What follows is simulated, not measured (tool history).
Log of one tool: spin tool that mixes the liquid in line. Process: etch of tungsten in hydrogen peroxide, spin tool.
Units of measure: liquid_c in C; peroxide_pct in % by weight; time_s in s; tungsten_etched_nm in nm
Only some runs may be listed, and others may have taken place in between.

run,hour,liquid_c,peroxide_pct,time_s,tungsten_etched_nm
1,0.0,47.0,23.0,15,17.090
2,8.7,46.5,23.0,15,16.282
3,11.0,46.5,18.5,15,14.483
4,15.9,51.5,18.5,15,19.962
5,19.5,56.5,18.5,15,26.693
6,26.1,61.0,18.5,15,34.658
7,34.8,59.0,18.5,15,31.151
8,39.6,57.5,18.5,15,28.844
9,47.6,56.0,18.5,15,26.424
10,51.0,54.5,18.5,15,23.810
11,57.9,53.5,18.5,15,22.622
12,59.4,52.5,18.5,15,20.777

For run 13, what comes out?
13,61.4,51.5,18.5,15,?

Run 13 came out at tungsten_etched_nm 19.716 nm.
